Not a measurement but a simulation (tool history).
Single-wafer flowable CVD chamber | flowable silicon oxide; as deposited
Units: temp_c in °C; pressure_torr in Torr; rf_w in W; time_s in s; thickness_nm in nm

{"run": 1, "hour": 0.0, "temp_c": 105, "pressure_torr": 0.757, "rf_w": 2080, "time_s": 365, "thickness_nm": 169.98}
{"run": 2, "hour": 8.6, "temp_c": 108, "pressure_torr": 0.757, "rf_w": 2080, "time_s": 365, "thickness_nm": 151.67}
{"run": 3, "hour": 13.1, "temp_c": 108, "pressure_torr": 0.757, "rf_w": 2080, "time_s": 347, "thickness_nm": 144.68}
{"run": 4, "hour": 15.1, "temp_c": 108, "pressure_torr": 0.821, "rf_w": 2080, "time_s": 347, "thickness_nm": 156.27}
{"run": 5, "hour": 19.8, "temp_c": 110, "pressure_torr": 0.821, "rf_w": 2080, "time_s": 347, "thickness_nm": 145.11}
{"run": 6, "hour": 26.9, "temp_c": 112, "pressure_torr": 0.821, "rf_w": 2080, "time_s": 347, "thickness_nm": 134.92}

Forecast run 7:
{"run": 7, "hour": 33.9, "temp_c": 113, "pressure_torr": 0.821, "rf_w": 2080, "time_s": 347, "thickness_nm": "?"}

{"run 7": {"thickness_nm": 130.13}}
